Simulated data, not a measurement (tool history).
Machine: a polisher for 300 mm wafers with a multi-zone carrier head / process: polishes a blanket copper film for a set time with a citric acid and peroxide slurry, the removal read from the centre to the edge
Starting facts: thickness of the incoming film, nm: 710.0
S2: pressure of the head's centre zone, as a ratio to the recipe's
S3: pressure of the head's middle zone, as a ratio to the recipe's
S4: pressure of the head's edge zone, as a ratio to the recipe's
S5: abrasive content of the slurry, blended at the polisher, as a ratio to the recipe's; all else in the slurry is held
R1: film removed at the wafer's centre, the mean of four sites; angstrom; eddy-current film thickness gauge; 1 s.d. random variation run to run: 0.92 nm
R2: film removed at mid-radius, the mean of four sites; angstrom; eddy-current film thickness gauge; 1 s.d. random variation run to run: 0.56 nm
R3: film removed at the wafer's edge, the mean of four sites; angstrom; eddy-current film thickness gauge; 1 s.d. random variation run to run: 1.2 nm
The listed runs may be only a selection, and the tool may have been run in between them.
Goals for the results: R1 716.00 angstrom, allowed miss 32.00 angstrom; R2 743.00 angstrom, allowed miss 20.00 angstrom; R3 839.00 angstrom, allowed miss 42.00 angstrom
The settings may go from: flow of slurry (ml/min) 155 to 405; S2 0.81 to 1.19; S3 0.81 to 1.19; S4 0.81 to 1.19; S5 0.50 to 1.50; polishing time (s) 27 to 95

{"run": 1, "hour": 0.0, "flow of slurry (ml/min)": 260, "S2": 1.0, "S3": 1.0, "S4": 1.0, "S5": 1.0, "polishing time (s)": 61, "R1": 1259.1, "R2": 1292.5, "R3": 1269.9}
{"run": 2, "hour": 1.3, "flow of slurry (ml/min)": 250, "S2": 0.96, "S3": 0.96, "S4": 0.99, "S5": 0.85, "polishing time (s)": 56, "R1": 1038.2, "R2": 1080.8, "R3": 1121.0}
{"run": 3, "hour": 8.1, "flow of slurry (ml/min)": 250, "S2": 0.96, "S3": 0.88, "S4": 0.99, "S5": 0.85, "polishing time (s)": 56, "R1": 1053.5, "R2": 992.4, "R3": 1125.5}
{"run": 4, "hour": 10.9, "flow of slurry (ml/min)": 245, "S2": 0.93, "S3": 0.87, "S4": 0.96, "S5": 0.75, "polishing time (s)": 54, "R1": 943.49, "R2": 924.08, "R3": 1011.3}
{"run": 5, "hour": 18.1, "flow of slurry (ml/min)": 235, "S2": 0.91, "S3": 0.85, "S4": 0.96, "S5": 0.7, "polishing time (s)": 53, "R1": 894.89, "R2": 884.46, "R3": 961.03}
{"run": 6, "hour": 26.5, "flow of slurry (ml/min)": 235, "S2": 0.89, "S3": 0.84, "S4": 0.98, "S5": 0.65, "polishing time (s)": 51, "R1": 839.57, "R2": 818.65, "R3": 962.13}
{"run": 7, "hour": 27.2, "flow of slurry (ml/min)": 230, "S2": 0.87, "S3": 0.83, "S4": 0.96, "S5": 0.6, "polishing time (s)": 51, "R1": 780.75, "R2": 789.93, "R3": 913.89}
{"run": 8, "hour": 31.6, "flow of slurry (ml/min)": 225, "S2": 0.86, "S3": 0.82, "S4": 0.95, "S5": 0.6, "polishing time (s)": 51, "R1": 768.09, "R2": 775.43, "R3": 931.85}

Which single option among these 4 for the next run brings every result within its allowed miss of target? Just one does.
{"run": "A", "hour": 36.0, "flow of slurry (ml/min)": 200, "S2": 0.92, "S3": 0.9, "S4": 0.9, "S5": 0.5, "polishing time (s)": 52, "R1": "?", "R2": "?", "R3": "?"}
{"run": "B", "hour": 36.0, "flow of slurry (ml/min)": 240, "S2": 0.87, "S3": 0.9, "S4": 0.9, "S5": 0.65, "polishing time (s)": 46, "R1": "?", "R2": "?", "R3": "?"}
{"run": "C", "hour": 36.0, "flow of slurry (ml/min)": 245, "S2": 0.93, "S3": 0.91, "S4": 0.9, "S5": 0.55, "polishing time (s)": 49, "R1": "?", "R2": "?", "R3": "?"}
{"run": "D", "hour": 36.0, "flow of slurry (ml/min)": 310, "S2": 0.87, "S3": 0.86, "S4": 0.99, "S5": 0.6, "polishing time (s)": 45, "R1": "?", "R2": "?", "R3": "?"}

move=A R1=777.84 R2=796.34 R3=821.48
move=B R1=719.50 R2=777.16 R3=795.88
move=C R1=786.69 R2=801.24 R3=812.64
move=D R1=712.25 R2=738.79 R3=816.13
A: brings the result that was furthest off to its target, and leaves another outside
B: takes the result that was furthest off past its target
C: brings the result that was furthest off to its target, and leaves another outside
D: every result within its allowed miss
Go with D: it meets all targets.

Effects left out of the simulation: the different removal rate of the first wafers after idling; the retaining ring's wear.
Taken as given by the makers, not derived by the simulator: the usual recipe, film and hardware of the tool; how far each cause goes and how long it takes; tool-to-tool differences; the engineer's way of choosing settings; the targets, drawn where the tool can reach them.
